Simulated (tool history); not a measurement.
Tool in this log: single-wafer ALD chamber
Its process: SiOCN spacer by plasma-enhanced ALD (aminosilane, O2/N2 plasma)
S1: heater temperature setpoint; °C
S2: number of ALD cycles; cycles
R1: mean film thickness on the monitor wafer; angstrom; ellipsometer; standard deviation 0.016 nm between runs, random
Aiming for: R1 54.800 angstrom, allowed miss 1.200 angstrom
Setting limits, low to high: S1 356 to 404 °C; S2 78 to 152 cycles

run	day	S1	S2	R1
1	0.000	380	115	65.053
2	0.088	380	109	61.622
3	0.208	380	105	59.254
4	0.379	387	105	59.354
5	0.488	387	102	57.907
6	0.654	387	114	64.516
7	0.908	387	109	61.872
8	1.058	387	105	59.409
9	1.125	387	102	57.583
10	1.346	387	100	56.648

Exactly one of the 5 candidate moves below puts every result within its allowed miss. Which one?
A	1.567	387	101	?
B	1.567	378	104	?
C	1.567	384	102	?
D	1.567	377	103	?
E	1.567	396	96	?

move	R1
A	57.129
B	58.826
C	57.695
D	58.260
E	54.301
A: further off than the last run
B: further off than the last run
C: further off than the last run
D: further off than the last run
E: meets every target
Correct choice: E, which meets every target
